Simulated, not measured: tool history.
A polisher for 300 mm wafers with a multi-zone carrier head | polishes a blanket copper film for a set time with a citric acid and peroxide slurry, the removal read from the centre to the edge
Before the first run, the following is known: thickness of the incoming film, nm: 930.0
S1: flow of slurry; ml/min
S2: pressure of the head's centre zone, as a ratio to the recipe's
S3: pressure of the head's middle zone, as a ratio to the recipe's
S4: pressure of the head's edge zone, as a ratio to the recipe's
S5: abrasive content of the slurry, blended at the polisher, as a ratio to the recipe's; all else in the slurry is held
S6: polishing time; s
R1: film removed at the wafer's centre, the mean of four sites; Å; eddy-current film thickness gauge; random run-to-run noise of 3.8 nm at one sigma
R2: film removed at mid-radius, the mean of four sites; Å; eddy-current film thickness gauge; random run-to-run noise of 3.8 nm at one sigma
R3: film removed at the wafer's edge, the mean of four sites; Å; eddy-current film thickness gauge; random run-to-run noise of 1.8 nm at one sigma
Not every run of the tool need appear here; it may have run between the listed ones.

run,hour,S1,S2,S3,S4,S5,S6,R1,R2,R3
1,0,240,1,1,1,1,84,1967.4,1941.7,1923.3
2,3.6,300,1,1,1,1,84,2016.9,2005.9,1966.9
3,11.2,300,0.94,1,1,1,84,1844.9,1989.7,1937.4
4,11.8,300,1,1,1,1,84,1949.1,2009.2,1950.5
5,15.7,325,1,1,1,1,84,1973.1,1959.6,2006.4
6,19.2,325,1,1,1,1.15,84,2027.4,2089.2,2052.9
7,21.7,325,1.04,1.04,1.03,1.25,86,2206.1,2243.5,2157.6
8,30.5,330,1.05,1.06,1.05,1.35,88,2362.4,2357.3,2298.2

What does the tool deliver on the next run?
9,35.2,330,1.05,1.09,1.06,1.4,89,?,?,?

R1: 2363 Å
R2: 2382.7 Å
R3: 2320.9 Å
